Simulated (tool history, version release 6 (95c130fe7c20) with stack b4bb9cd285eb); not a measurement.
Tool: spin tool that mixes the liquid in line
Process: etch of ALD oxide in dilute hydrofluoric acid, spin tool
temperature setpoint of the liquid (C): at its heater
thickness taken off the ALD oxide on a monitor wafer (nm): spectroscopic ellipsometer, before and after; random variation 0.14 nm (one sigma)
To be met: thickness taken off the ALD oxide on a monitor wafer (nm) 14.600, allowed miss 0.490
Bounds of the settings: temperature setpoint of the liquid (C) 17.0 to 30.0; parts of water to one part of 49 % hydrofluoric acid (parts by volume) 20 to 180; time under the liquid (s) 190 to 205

run	hour	temperature setpoint of the liquid (C)	parts of water to one part of 49 % hydrofluoric acid (parts by volume)	time under the liquid (s)	thickness taken off the ALD oxide on a monitor wafer (nm)
1	0.0	22.0	100	190	24.561
2	3.2	20.5	110	190	20.417
3	5.2	19.5	115	190	18.545
4	8.3	19.5	115	205	20.782
5	10.6	19.0	120	205	18.967
6	15.3	21.0	120	205	20.483
7	18.1	20.0	125	205	19.002
8	21.3	19.0	130	205	17.358
9	24.3	18.5	135	205	16.063
10	27.5	18.0	135	205	15.891
11	35.8	17.5	135	205	15.762

Which of these 5 next moves meets every target?
A	44.1	17.5	140	190	?
B	44.1	17.0	130	190	?
C	44.1	19.0	130	195	?
D	44.1	18.5	125	205	?
E	44.1	18.5	130	205	?

move	thickness taken off the ALD oxide on a monitor wafer (nm)
A	13.849
B	14.767
C	16.431
D	17.703
E	16.931
A: takes the result that was furthest off past its target
B: meets every target
C: further off than the last run
D: further off than the last run
E: further off than the last run
Answer: B
